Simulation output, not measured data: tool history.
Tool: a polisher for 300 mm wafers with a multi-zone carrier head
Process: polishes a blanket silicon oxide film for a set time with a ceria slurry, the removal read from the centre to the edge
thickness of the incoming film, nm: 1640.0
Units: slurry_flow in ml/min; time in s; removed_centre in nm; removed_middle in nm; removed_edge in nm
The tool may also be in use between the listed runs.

run	hour	slurry_flow	centre_zone	middle_zone	edge_zone	time	removed_centre	removed_middle	removed_edge
1	0.0	310	1.00	1.00	1.00	52	259.50	269.17	263.26
2	4.4	310	0.98	0.98	0.96	48	231.66	240.18	239.80
3	8.8	310	0.97	0.98	0.93	45	215.53	227.16	225.89
4	12.8	310	0.97	0.98	0.91	43	205.32	217.02	208.91
5	13.3	310	0.97	0.98	0.91	51	246.80	252.77	251.35
6	16.7	310	0.97	0.98	0.96	51	245.99	253.85	254.58
7	18.3	310	0.97	0.98	0.93	47	225.01	239.87	232.96
8	26.0	310	0.97	0.98	0.93	47	223.95	236.63	230.15
9	29.3	310	0.96	0.97	0.91	45	218.12	226.34	219.22
10	36.5	300	0.93	0.96	0.90	43	199.39	213.70	204.99

Forecast run 11:
11	43.3	285	0.91	0.94	0.89	43	?	?	?

{"run 11": {"removed_centre": 192.7, "removed_middle": 207.43, "removed_edge": 207.16}}
